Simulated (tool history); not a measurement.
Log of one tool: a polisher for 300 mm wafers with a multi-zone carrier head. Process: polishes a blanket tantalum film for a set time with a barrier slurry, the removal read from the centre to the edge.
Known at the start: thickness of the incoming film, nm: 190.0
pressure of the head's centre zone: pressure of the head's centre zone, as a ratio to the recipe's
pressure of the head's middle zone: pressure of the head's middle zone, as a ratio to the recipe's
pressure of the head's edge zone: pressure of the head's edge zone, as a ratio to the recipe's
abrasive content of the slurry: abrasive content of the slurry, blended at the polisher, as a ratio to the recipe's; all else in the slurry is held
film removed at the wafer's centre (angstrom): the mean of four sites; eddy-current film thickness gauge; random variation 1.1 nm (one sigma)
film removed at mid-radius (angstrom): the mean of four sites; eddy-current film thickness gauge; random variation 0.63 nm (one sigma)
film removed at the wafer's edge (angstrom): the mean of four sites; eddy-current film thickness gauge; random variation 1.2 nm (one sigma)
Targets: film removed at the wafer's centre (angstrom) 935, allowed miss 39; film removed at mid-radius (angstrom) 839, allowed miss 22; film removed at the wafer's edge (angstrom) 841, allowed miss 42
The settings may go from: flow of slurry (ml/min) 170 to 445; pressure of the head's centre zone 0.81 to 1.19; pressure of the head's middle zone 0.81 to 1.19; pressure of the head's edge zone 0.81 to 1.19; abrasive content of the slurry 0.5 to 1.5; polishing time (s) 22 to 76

run,hour,flow of slurry (ml/min),pressure of the head's centre zone,pressure of the head's middle zone,pressure of the head's edge zone,abrasive content of the slurry,polishing time (s),film removed at the wafer's centre (angstrom),film removed at mid-radius (angstrom),film removed at the wafer's edge (angstrom)
1,0,285,1,1,1,1,49,574.12,568.2,561.88
2,1.1,285,1,1,0.92,1,49,582.94,562.42,529.12
3,8.6,285,1,1,0.92,1.2,49,609.76,585.92,554.26
4,17.5,230,1,1,0.92,1.2,49,583.21,578.64,551.91
5,26,240,1.04,1.02,0.97,1.25,51,636.3,609.66,598.82
6,26.6,200,1.04,1.02,0.97,1.25,51,626.17,601.19,588
7,31,200,1.04,1.02,0.97,1.25,51,616.47,592.96,574.28
8,37.5,250,1.14,1.1,1.07,1.5,63,910.78,839,793.32
9,42.1,250,1.14,1.09,1.08,1.5,63,913.38,832.75,772.86
10,44.6,245,1.12,1.07,1.09,1.5,64,892.75,837.26,815.89

5 next moves are on the table. One of them brings every result within its allowed miss. Which?
A,47.1,195,1.08,1.06,1.05,1.45,64,?,?,?
B,47.1,200,1.06,1.03,1.16,1.5,67,?,?,?
C,47.1,180,1.16,1.07,1.14,1.5,67,?,?,?
D,47.1,265,1.14,1.09,1.13,1.45,59,?,?,?
E,47.1,230,1.16,1.17,1.03,1.5,61,?,?,?

move,film removed at the wafer's centre (angstrom),film removed at mid-radius (angstrom),film removed at the wafer's edge (angstrom)
A,834.1,794.25,771.15
B,865.1,818.74,856.43
C,931.58,833.59,839.58
D,843.8,776.47,757.21
E,878.28,845.19,742.27
A: further off than the last run
B: further off than the last run
C: meets every target
D: further off than the last run
E: further off than the last run
The right move is C.
